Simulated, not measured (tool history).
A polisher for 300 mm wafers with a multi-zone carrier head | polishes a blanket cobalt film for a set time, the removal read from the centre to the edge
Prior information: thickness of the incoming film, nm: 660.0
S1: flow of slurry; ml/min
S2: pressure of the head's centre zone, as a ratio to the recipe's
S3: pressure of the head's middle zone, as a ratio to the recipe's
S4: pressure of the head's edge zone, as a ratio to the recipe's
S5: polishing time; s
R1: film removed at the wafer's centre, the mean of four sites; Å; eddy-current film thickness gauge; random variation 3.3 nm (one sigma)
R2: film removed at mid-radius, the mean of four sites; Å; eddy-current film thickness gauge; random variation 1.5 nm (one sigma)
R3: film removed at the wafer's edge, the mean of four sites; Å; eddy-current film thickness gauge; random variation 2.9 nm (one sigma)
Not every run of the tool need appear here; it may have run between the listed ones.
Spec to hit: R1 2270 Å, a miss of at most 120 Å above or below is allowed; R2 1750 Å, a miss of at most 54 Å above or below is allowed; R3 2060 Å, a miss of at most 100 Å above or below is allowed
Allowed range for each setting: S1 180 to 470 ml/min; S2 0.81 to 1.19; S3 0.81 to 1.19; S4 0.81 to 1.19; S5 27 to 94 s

run  hour   S1    S2    S3    S4  S5      R1      R2      R3
  1     0  300     1     1     1  60    1853  1849.8  1835.6
  2   5.2  300  1.03  0.98  1.02  61  1970.3  1853.7  1858.2
  3  13.6  300  1.04  0.95  1.04  62  1952.7  1778.2  1952.7
  4  18.4  340  1.04  0.95  1.04  62  1976.6  1859.8  1966.3
     23.1  -- worn pad replaced by a new one
  5  23.1  330  1.06  0.94  1.05  62  2297.6  2034.6  2171.7
  6  26.3  330     1  0.94  1.05  62  2125.2    2009  2213.4
  7  27.2  315  1.02  0.93  1.06  62  2214.7  2012.3    2143
  8  33.4  315  1.02  0.93  1.06  62  2201.5    2007  2159.9

Exactly one of the 5 candidate moves below puts every result within its allowed miss. Which one?
  A  39.6  440  0.86  1.01  0.99  65   ?   ?   ?
  B  39.6  470  0.94  0.81  1.06  64   ?   ?   ?
  C  39.6  185  1.15  0.87  1.06  62   ?   ?   ?
  D  39.6  330   0.9  1.09  1.08  65   ?   ?   ?
  E  39.6  315  0.97     1  1.04  64   ?   ?   ?

move      R1      R2      R3
   A  1974.4  2309.2  2270.7
   B  2133.7  1900.3  2325.7
   C  2249.2  1750.9  2075.7
   D  2015.7    2406  2324.8
   E  2128.3    2191  2241.4
A: lands further from the targets than the last run did
B: nearer than the last run, and not there yet
C: in spec on every target
D: lands further from the targets than the last run did
E: lands further from the targets than the last run did
Go with C: it meets all targets.

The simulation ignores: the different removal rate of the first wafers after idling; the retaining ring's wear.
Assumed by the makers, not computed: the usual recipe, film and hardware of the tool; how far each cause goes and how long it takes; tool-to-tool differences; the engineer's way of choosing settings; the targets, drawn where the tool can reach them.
